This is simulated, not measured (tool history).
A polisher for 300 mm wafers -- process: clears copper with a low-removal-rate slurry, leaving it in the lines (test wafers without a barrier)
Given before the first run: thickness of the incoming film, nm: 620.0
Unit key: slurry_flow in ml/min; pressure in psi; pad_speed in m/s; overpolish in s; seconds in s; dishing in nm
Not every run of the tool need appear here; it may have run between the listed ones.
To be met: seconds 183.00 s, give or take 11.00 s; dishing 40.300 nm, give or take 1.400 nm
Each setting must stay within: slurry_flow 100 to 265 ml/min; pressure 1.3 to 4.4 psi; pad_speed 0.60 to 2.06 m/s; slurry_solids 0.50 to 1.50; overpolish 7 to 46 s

run,hour,slurry_flow,pressure,pad_speed,slurry_solids,overpolish,seconds,dishing
1,0.0,170,2.8,1.32,1.00,24,159.38,49.287
2,5.8,170,2.8,1.32,1.15,24,158.31,50.797
3,11.5,170,2.7,1.32,1.10,23,174.39,47.995
4,18.5,175,2.7,1.30,1.05,22,170.01,46.603
5,21.3,175,3.4,1.30,1.05,22,137.34,54.941
6,27.5,195,3.4,1.30,1.05,22,132.54,56.253
# hour 30.6: worn pad replaced by a new one
7,30.6,190,3.1,1.30,1.05,21,140.59,52.452
8,38.5,170,3.0,1.30,1.05,20,144.21,49.129
9,47.5,170,2.8,1.30,1.05,20,154.02,45.428

Pick the move, out of 5, that brings all results within their allowed miss; only one does.
A,56.5,170,2.6,1.18,1.15,18,?,?
B,56.5,205,2.5,1.18,1.10,20,?,?
C,56.5,175,2.5,1.16,1.00,26,?,?
D,56.5,100,2.9,1.44,0.95,15,?,?
E,56.5,175,2.6,1.22,1.10,30,?,?

move,seconds,dishing
A,180.71,37.929
B,184.21,40.433
C,195.51,47.002
D,156.98,36.963
E,175.78,56.012
A: takes the result that was furthest off past its target
B: in spec on every target
C: its largest miss is bigger than the last run's
D: takes the result that was furthest off past its target
E: its largest miss is bigger than the last run's
Correct choice: B, which meets every target

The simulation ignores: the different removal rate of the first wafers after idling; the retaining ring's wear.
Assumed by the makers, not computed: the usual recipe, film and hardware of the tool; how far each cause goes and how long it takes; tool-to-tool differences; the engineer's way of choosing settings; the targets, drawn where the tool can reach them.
